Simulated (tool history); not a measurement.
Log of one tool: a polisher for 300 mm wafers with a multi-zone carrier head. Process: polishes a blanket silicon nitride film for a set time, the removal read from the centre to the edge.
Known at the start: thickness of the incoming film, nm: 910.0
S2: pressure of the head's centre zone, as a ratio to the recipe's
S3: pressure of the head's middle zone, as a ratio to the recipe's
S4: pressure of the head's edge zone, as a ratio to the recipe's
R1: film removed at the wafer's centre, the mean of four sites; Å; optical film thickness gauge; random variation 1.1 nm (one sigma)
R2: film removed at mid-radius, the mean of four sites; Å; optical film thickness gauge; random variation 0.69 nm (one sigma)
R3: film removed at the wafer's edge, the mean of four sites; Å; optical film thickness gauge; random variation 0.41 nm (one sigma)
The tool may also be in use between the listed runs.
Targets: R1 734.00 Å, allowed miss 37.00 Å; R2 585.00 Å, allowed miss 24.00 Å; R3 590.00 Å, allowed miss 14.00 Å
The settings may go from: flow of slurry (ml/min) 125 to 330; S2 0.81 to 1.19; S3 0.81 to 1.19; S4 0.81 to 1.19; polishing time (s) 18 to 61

{"run": 1, "hour": 0.0, "flow of slurry (ml/min)": 210, "S2": 1.0, "S3": 1.0, "S4": 1.0, "polishing time (s)": 39, "R1": 1153.1, "R2": 1069.6, "R3": 1053.4}
{"run": 2, "hour": 6.5, "flow of slurry (ml/min)": 210, "S2": 1.0, "S3": 1.0, "S4": 1.05, "polishing time (s)": 39, "R1": 1102.9, "R2": 1084.8, "R3": 1070.7}
{"run": 3, "hour": 11.8, "flow of slurry (ml/min)": 180, "S2": 1.0, "S3": 1.0, "S4": 1.05, "polishing time (s)": 39, "R1": 1143.7, "R2": 1060.5, "R3": 1052.7}
{"run": 4, "hour": 12.4, "flow of slurry (ml/min)": 175, "S2": 1.0, "S3": 0.99, "S4": 1.03, "polishing time (s)": 36, "R1": 987.76, "R2": 943.66, "R3": 980.2}
{"run": 5, "hour": 18.6, "flow of slurry (ml/min)": 175, "S2": 1.0, "S3": 0.99, "S4": 1.03, "polishing time (s)": 26, "R1": 747.44, "R2": 684.71, "R3": 705.35}
{"run": 6, "hour": 22.3, "flow of slurry (ml/min)": 175, "S2": 1.01, "S3": 0.99, "S4": 1.01, "polishing time (s)": 25, "R1": 714.85, "R2": 665.12, "R3": 668.32}
{"run": 7, "hour": 25.7, "flow of slurry (ml/min)": 175, "S2": 1.01, "S3": 0.99, "S4": 1.01, "polishing time (s)": 25, "R1": 726.48, "R2": 659.71, "R3": 661.52}
{"run": 8, "hour": 32.9, "flow of slurry (ml/min)": 170, "S2": 1.02, "S3": 0.98, "S4": 1.0, "polishing time (s)": 25, "R1": 724.04, "R2": 649.62, "R3": 675.15}
{"run": 9, "hour": 40.4, "flow of slurry (ml/min)": 170, "S2": 1.02, "S3": 0.98, "S4": 1.0, "polishing time (s)": 25, "R1": 726.42, "R2": 658.0, "R3": 656.79}
{"run": 10, "hour": 45.5, "flow of slurry (ml/min)": 165, "S2": 1.03, "S3": 0.97, "S4": 0.99, "polishing time (s)": 25, "R1": 734.24, "R2": 642.96, "R3": 657.62}
{"run": 11, "hour": 50.5, "flow of slurry (ml/min)": 160, "S2": 1.09, "S3": 0.95, "S4": 0.89, "polishing time (s)": 22, "R1": 686.34, "R2": 557.67, "R3": 547.26}
{"run": 12, "hour": 58.4, "flow of slurry (ml/min)": 165, "S2": 1.09, "S3": 0.95, "S4": 0.9, "polishing time (s)": 22, "R1": 661.76, "R2": 569.86, "R3": 560.71}
{"run": 13, "hour": 61.1, "flow of slurry (ml/min)": 160, "S2": 1.1, "S3": 0.95, "S4": 0.91, "polishing time (s)": 22, "R1": 692.44, "R2": 557.1, "R3": 565.47}
{"run": 14, "hour": 61.8, "flow of slurry (ml/min)": 165, "S2": 1.1, "S3": 0.95, "S4": 0.91, "polishing time (s)": 22, "R1": 677.17, "R2": 578.98, "R3": 555.61}
{"run": 15, "hour": 64.5, "flow of slurry (ml/min)": 170, "S2": 1.16, "S3": 0.93, "S4": 0.99, "polishing time (s)": 23, "R1": 759.37, "R2": 589.59, "R3": 608.02}

Which of these 5 next moves meets every target?
{"run": "A", "hour": 67.2, "flow of slurry (ml/min)": 170, "S2": 1.11, "S3": 0.83, "S4": 1.03, "polishing time (s)": 24, "R1": "?", "R2": "?", "R3": "?"}
{"run": "B", "hour": 67.2, "flow of slurry (ml/min)": 175, "S2": 1.15, "S3": 0.88, "S4": 0.96, "polishing time (s)": 24, "R1": "?", "R2": "?", "R3": "?"}
{"run": "C", "hour": 67.2, "flow of slurry (ml/min)": 220, "S2": 1.13, "S3": 0.96, "S4": 0.97, "polishing time (s)": 22, "R1": "?", "R2": "?", "R3": "?"}
{"run": "D", "hour": 67.2, "flow of slurry (ml/min)": 185, "S2": 1.1, "S3": 0.88, "S4": 1.02, "polishing time (s)": 23, "R1": "?", "R2": "?", "R3": "?"}
{"run": "E", "hour": 67.2, "flow of slurry (ml/min)": 180, "S2": 1.05, "S3": 0.96, "S4": 1.11, "polishing time (s)": 23, "R1": "?", "R2": "?", "R3": "?"}

move=A R1=750.77 R2=565.60 R3=653.22
move=B R1=780.92 R2=591.53 R3=632.56
move=C R1=722.78 R2=591.82 R3=592.66
move=D R1=720.60 R2=570.43 R3=626.93
move=E R1=685.84 R2=606.04 R3=651.84
A: further off than the last run
B: further off than the last run
C: meets every target
D: further off than the last run
E: further off than the last run
Answer: C
